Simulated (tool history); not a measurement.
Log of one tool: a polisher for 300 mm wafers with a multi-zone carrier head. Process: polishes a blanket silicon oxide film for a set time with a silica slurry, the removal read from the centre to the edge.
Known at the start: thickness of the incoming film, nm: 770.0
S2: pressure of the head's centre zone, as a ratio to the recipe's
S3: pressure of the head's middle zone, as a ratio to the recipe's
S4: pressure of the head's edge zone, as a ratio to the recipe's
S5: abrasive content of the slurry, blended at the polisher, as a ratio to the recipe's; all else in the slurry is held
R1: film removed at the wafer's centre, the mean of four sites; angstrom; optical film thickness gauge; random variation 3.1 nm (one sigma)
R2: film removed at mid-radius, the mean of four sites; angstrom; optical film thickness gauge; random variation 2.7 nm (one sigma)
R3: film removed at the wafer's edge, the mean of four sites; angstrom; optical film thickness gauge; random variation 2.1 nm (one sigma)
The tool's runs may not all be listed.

{"run": 1, "day": 0.0, "flow of slurry (ml/min)": 280, "S2": 1.0, "S3": 1.0, "S4": 1.0, "S5": 1.0, "polishing time (s)": 62, "R1": 2377.8, "R2": 2338.2, "R3": 2391.6}
{"run": 2, "day": 0.108, "flow of slurry (ml/min)": 280, "S2": 1.0, "S3": 1.0, "S4": 1.0, "S5": 1.1, "polishing time (s)": 62, "R1": 2531.2, "R2": 2443.7, "R3": 2478.6}
{"run": 3, "day": 0.162, "flow of slurry (ml/min)": 285, "S2": 0.99, "S3": 1.01, "S4": 1.02, "S5": 1.15, "polishing time (s)": 62, "R1": 2570.1, "R2": 2522.2, "R3": 2553.8}
{"run": 4, "day": 0.2, "flow of slurry (ml/min)": 285, "S2": 0.98, "S3": 1.02, "S4": 1.04, "S5": 1.2, "polishing time (s)": 62, "R1": 2553.0, "R2": 2611.0, "R3": 2645.5}
{"run": 5, "day": 0.275, "flow of slurry (ml/min)": 285, "S2": 1.06, "S3": 1.02, "S4": 1.04, "S5": 1.2, "polishing time (s)": 62, "R1": 2773.4, "R2": 2592.2, "R3": 2643.2}
{"run": 6, "day": 0.317, "flow of slurry (ml/min)": 290, "S2": 1.05, "S3": 1.03, "S4": 1.06, "S5": 1.25, "polishing time (s)": 62, "R1": 2798.0, "R2": 2640.2, "R3": 2678.7}
{"run": 7, "day": 0.588, "flow of slurry (ml/min)": 290, "S2": 1.04, "S3": 1.04, "S4": 1.07, "S5": 1.3, "polishing time (s)": 63, "R1": 2794.7, "R2": 2757.7, "R3": 2786.6}
{"run": 8, "day": 0.788, "flow of slurry (ml/min)": 295, "S2": 1.04, "S3": 1.05, "S4": 1.08, "S5": 1.3, "polishing time (s)": 63, "R1": 2880.3, "R2": 2765.1, "R3": 2799.4}

Forecast run 9:
{"run": 9, "day": 1.104, "flow of slurry (ml/min)": 295, "S2": 1.03, "S3": 1.06, "S4": 1.09, "S5": 1.3, "polishing time (s)": 64, "R1": "?", "R2": "?", "R3": "?"}

Run 9 gave R1 2917.3 angstrom, R2 2846.1 angstrom, R3 2851.1 angstrom.

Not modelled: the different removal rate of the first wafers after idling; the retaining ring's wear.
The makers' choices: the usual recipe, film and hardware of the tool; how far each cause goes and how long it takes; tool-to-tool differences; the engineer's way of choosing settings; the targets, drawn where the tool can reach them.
